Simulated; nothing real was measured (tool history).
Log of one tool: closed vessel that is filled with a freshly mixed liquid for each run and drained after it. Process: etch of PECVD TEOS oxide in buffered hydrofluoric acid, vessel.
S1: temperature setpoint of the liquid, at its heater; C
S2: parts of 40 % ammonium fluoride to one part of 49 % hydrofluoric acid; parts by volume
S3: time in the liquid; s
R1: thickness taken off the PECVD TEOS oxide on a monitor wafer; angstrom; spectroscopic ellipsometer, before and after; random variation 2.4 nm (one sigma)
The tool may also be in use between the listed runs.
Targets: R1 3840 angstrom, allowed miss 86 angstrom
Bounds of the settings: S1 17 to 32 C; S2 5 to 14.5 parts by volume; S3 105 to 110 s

{"run": 1, "hour": 0.0, "S1": 24, "S2": 9, "S3": 105, "R1": 2830}
{"run": 2, "hour": 0.5, "S1": 25.5, "S2": 9, "S3": 105, "R1": 3024.1}
{"run": 3, "hour": 7.9, "S1": 27, "S2": 9, "S3": 105, "R1": 3301.7}
{"run": 4, "hour": 8.8, "S1": 27, "S2": 9, "S3": 110, "R1": 3440.9}
{"run": 5, "hour": 16.9, "S1": 23.5, "S2": 9, "S3": 110, "R1": 2839.3}
{"run": 6, "hour": 25.5, "S1": 23.5, "S2": 8, "S3": 110, "R1": 3075.1}
{"run": 7, "hour": 28.5, "S1": 24.5, "S2": 8, "S3": 110, "R1": 3237.2}
{"run": 8, "hour": 37.0, "S1": 25.5, "S2": 8, "S3": 110, "R1": 3473.7}
{"run": 9, "hour": 41.0, "S1": 26, "S2": 8, "S3": 110, "R1": 3540.8}
{"run": 10, "hour": 47.0, "S1": 26.5, "S2": 8, "S3": 110, "R1": 3615.6}
{"hour": 54.1, "done": "hydrofluoric acid flow meter replaced"}
{"run": 11, "hour": 54.1, "S1": 27, "S2": 8, "S3": 110, "R1": 4132}
{"run": 12, "hour": 59.4, "S1": 26, "S2": 8, "S3": 110, "R1": 3927}

4 next moves are on the table. One of them brings every result within its allowed miss. Which?
{"run": "A", "hour": 64.7, "S1": 24.5, "S2": 7, "S3": 105, "R1": "?"}
{"run": "B", "hour": 64.7, "S1": 26.5, "S2": 8, "S3": 105, "R1": "?"}
{"run": "C", "hour": 64.7, "S1": 22.5, "S2": 6, "S3": 105, "R1": "?"}
{"run": "D", "hour": 64.7, "S1": 28, "S2": 8, "S3": 105, "R1": "?"}

move=A R1=3978.4
move=B R1=3836.4
move=C R1=4076.6
move=D R1=4155.9
A: further off than the last run
B: meets every target
C: further off than the last run
D: further off than the last run
The right move is B.

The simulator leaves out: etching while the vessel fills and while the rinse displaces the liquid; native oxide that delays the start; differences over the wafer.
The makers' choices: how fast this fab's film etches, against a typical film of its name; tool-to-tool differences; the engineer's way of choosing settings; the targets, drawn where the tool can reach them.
